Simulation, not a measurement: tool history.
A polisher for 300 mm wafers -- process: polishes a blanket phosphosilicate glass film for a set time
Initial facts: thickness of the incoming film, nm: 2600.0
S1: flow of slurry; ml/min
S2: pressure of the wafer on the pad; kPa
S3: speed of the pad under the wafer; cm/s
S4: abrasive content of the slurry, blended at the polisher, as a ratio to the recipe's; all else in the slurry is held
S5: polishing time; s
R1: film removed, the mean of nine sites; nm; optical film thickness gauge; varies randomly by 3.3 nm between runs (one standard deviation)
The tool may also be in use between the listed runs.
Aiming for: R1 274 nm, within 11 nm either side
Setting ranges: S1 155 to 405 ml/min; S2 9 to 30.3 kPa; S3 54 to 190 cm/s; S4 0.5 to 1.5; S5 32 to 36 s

{"run": 1, "day": 0.0, "S1": 260, "S2": 19.3, "S3": 122, "S4": 1, "S5": 36, "R1": 352.99}
{"run": 2, "day": 0.046, "S1": 260, "S2": 18.6, "S3": 122, "S4": 1, "S5": 36, "R1": 351.11}
{"run": 3, "day": 0.083, "S1": 200, "S2": 18.6, "S3": 122, "S4": 1, "S5": 36, "R1": 338.18}
{"run": 4, "day": 0.112, "S1": 260, "S2": 18.6, "S3": 122, "S4": 1, "S5": 36, "R1": 344.67}
{"run": 5, "day": 0.458, "S1": 260, "S2": 18.6, "S3": 122, "S4": 1, "S5": 36, "R1": 349.68}
{"run": 6, "day": 0.654, "S1": 260, "S2": 17.9, "S3": 122, "S4": 1, "S5": 36, "R1": 334.85}
{"run": 7, "day": 0.812, "S1": 260, "S2": 17.2, "S3": 122, "S4": 1, "S5": 36, "R1": 333.02}
{"run": 8, "day": 1.088, "S1": 260, "S2": 16.5, "S3": 122, "S4": 1, "S5": 36, "R1": 311.79}
{"run": 9, "day": 1.133, "S1": 260, "S2": 15.2, "S3": 122, "S4": 1, "S5": 36, "R1": 292.8}

Which of these 4 next moves meets every target?
{"run": "A", "day": 1.179, "S1": 260, "S2": 15.2, "S3": 110, "S4": 1.1, "S5": 35, "R1": "?"}
{"run": "B", "day": 1.179, "S1": 245, "S2": 17.2, "S3": 120, "S4": 1.05, "S5": 35, "R1": "?"}
{"run": "C", "day": 1.179, "S1": 280, "S2": 16.5, "S3": 116, "S4": 1.15, "S5": 33, "R1": "?"}
{"run": "D", "day": 1.179, "S1": 290, "S2": 11.7, "S3": 172, "S4": 1, "S5": 36, "R1": "?"}

move=A R1=269.73
move=B R1=312.58
move=C R1=294.98
move=D R1=305.82
A: in spec on every target
B: moves away from the targets compared with the last run
C: moves away from the targets compared with the last run
D: moves away from the targets compared with the last run
Go with A: it meets all targets.

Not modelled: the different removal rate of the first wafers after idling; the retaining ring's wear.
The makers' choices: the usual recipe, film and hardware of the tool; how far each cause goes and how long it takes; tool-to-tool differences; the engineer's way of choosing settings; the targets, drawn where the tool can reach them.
